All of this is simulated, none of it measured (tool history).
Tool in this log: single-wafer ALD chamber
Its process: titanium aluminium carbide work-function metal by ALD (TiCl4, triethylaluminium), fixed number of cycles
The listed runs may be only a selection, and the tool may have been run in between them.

run,day,heater temperature setpoint (deg C),triethylaluminium pulse time (s),mean film thickness on the monitor wafer (nm)
1,0.000,315,11.34,2.2903
2,0.058,310,10.58,2.2371
3,0.142,306,9.91,2.1648
4,0.442,306,6.85,1.8056
5,0.808,306,7.34,1.9112
6,0.992,306,5.73,1.4312
7,1.188,303,6.23,1.6108
8,1.229,303,6.89,1.7868

Run 9 comes next. What will it give?
9,1.296,301,7.03,?

{"run 9": {"mean film thickness on the monitor wafer (nm)": 1.8146}}

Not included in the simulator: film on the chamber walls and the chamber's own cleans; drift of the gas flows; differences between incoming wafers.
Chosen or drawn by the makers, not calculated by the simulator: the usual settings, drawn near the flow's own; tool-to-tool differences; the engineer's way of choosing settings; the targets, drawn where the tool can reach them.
